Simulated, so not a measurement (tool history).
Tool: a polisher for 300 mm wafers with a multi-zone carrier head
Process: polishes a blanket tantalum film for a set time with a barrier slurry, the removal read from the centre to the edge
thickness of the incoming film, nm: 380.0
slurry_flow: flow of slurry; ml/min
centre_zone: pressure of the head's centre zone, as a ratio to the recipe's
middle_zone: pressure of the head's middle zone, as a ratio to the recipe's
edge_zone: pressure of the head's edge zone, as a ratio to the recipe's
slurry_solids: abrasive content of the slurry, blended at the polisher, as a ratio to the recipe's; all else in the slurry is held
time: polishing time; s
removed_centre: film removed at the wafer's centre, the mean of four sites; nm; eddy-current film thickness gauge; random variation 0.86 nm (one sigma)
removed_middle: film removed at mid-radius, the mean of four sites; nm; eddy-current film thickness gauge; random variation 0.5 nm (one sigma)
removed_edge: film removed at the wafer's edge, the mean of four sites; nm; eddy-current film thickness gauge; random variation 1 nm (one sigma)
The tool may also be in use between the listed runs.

run    day  slurry_flow  centre_zone  middle_zone  edge_zone  slurry_solids  time  removed_centre  removed_middle  removed_edge
  1      0          270            1            1          1              1    39          57.388          55.268        55.329
  2  0.317          270            1            1          1              1    31          46.147          43.555        43.182
  3  0.633          280         1.05         0.99       1.05           1.15    35          56.129          49.654        53.211
  4  0.938          255         1.05         0.99       1.05           1.15    35          55.113          49.801        50.681
  5  1.129          255         1.13         0.99       1.05           1.15    35          58.376          50.709         51.14
  6  1.292          255         1.13         0.99       1.05           1.35    35          60.564          51.313        53.367
  7  1.421          290         1.15            1       1.07            1.4    38          67.889          57.479        59.297

Run 8 comes next. What will it give?
  8  1.538          305         1.16         0.99        1.1           1.45    41               ?               ?             ?

removed_centre: 74.487 nm
removed_middle: 62.61 nm
removed_edge: 64.703 nm

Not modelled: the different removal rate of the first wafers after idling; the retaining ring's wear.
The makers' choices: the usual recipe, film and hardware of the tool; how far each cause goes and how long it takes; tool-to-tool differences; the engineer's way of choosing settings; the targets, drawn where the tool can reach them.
